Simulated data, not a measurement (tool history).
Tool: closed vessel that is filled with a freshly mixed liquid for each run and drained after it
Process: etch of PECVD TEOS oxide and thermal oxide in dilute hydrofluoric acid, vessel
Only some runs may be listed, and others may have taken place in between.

| run | hour | temperature setpoint of the liquid (°C) | parts of water to one part of 49 % hydrofluoric acid (parts by volume) | time in the liquid (s) | thickness taken off the PECVD TEOS oxide on a monitor wafer (angstrom) | thickness taken off the thermal oxide on a monitor wafer (angstrom) |
|---|---|---|---|---|---|---|
| 1 | 0 | 26 | 135 | 225 | 293.09 | 85.054 |
| 2 | 5.2 | 23.5 | 155 | 225 | 229.33 | 65.889 |
| 3 | 8.4 | 20.5 | 155 | 225 | 202.78 | 58.073 |
| 4 | 9 | 20.5 | 190 | 225 | 158.99 | 46.183 |
| 5 | 11.6 | 20 | 195 | 225 | 151.71 | 43.751 |
| 6 | 15.4 | 19.5 | 200 | 225 | 141.96 | 42.182 |

Estimate the outcome of run 7 from the log above:
| 7 | 18.7 | 19 | 200 | 225 | ? | ? |

For run 7 the tool returned thickness taken off the PECVD TEOS oxide on a monitor wafer (angstrom) 141.58, thickness taken off the thermal oxide on a monitor wafer (angstrom) 41.089.

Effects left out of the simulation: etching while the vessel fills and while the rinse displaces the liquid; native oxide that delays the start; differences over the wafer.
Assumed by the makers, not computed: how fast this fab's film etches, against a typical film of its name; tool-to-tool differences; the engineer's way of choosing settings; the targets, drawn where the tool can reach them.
